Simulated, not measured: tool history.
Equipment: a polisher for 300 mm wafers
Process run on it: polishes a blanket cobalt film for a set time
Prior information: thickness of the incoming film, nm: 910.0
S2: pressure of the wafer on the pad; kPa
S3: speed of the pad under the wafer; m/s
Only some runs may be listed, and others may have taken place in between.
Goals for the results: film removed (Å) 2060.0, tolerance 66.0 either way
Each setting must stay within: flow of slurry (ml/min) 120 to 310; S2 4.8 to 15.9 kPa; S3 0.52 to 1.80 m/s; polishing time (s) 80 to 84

run 1 hour=0.0 | flow_of_slurry_(ml/min)=200 S2=10.3 S3=1.16 polishing_time_(s)=80 | film_removed_(Å)=2987.4
run 2 hour=7.4 | flow_of_slurry_(ml/min)=200 S2=11.7 S3=1.16 polishing_time_(s)=80 | film_removed_(Å)=3294.1
run 3 hour=14.9 | flow_of_slurry_(ml/min)=195 S2=9.7 S3=1.14 polishing_time_(s)=80 | film_removed_(Å)=2799.9
run 4 hour=16.6 | flow_of_slurry_(ml/min)=170 S2=9.7 S3=1.14 polishing_time_(s)=80 | film_removed_(Å)=2642.0
run 5 hour=23.4 | flow_of_slurry_(ml/min)=170 S2=9.7 S3=0.98 polishing_time_(s)=80 | film_removed_(Å)=2331.6
run 6 hour=27.1 | flow_of_slurry_(ml/min)=150 S2=9.7 S3=0.98 polishing_time_(s)=80 | film_removed_(Å)=2274.6
run 7 hour=31.5 | flow_of_slurry_(ml/min)=145 S2=9.7 S3=0.98 polishing_time_(s)=80 | film_removed_(Å)=2258.7
run 8 hour=39.6 | flow_of_slurry_(ml/min)=140 S2=9.7 S3=0.98 polishing_time_(s)=80 | film_removed_(Å)=2260.8
run 9 hour=42.7 | flow_of_slurry_(ml/min)=135 S2=9.7 S3=0.98 polishing_time_(s)=80 | film_removed_(Å)=2218.3

Which of these 5 next moves meets every target?
run A hour=45.8 | flow_of_slurry_(ml/min)=155 S2=8.3 S3=1.04 polishing_time_(s)=82 | film_removed_(Å)=?
run B hour=45.8 | flow_of_slurry_(ml/min)=150 S2=9.0 S3=1.04 polishing_time_(s)=80 | film_removed_(Å)=?
run C hour=45.8 | flow_of_slurry_(ml/min)=140 S2=10.3 S3=0.88 polishing_time_(s)=84 | film_removed_(Å)=?
run D hour=45.8 | flow_of_slurry_(ml/min)=175 S2=6.2 S3=1.36 polishing_time_(s)=82 | film_removed_(Å)=?
run E hour=45.8 | flow_of_slurry_(ml/min)=120 S2=9.7 S3=0.94 polishing_time_(s)=80 | film_removed_(Å)=?

move=A film_removed_(Å)=2229.7
move=B film_removed_(Å)=2300.1
move=C film_removed_(Å)=2270.9
move=D film_removed_(Å)=2387.0
move=E film_removed_(Å)=2100.0
A: the biggest miss grows against the last run
B: the biggest miss grows against the last run
C: the biggest miss grows against the last run
D: the biggest miss grows against the last run
E: all results in spec
So the answer is move E, the one that meets all the targets.

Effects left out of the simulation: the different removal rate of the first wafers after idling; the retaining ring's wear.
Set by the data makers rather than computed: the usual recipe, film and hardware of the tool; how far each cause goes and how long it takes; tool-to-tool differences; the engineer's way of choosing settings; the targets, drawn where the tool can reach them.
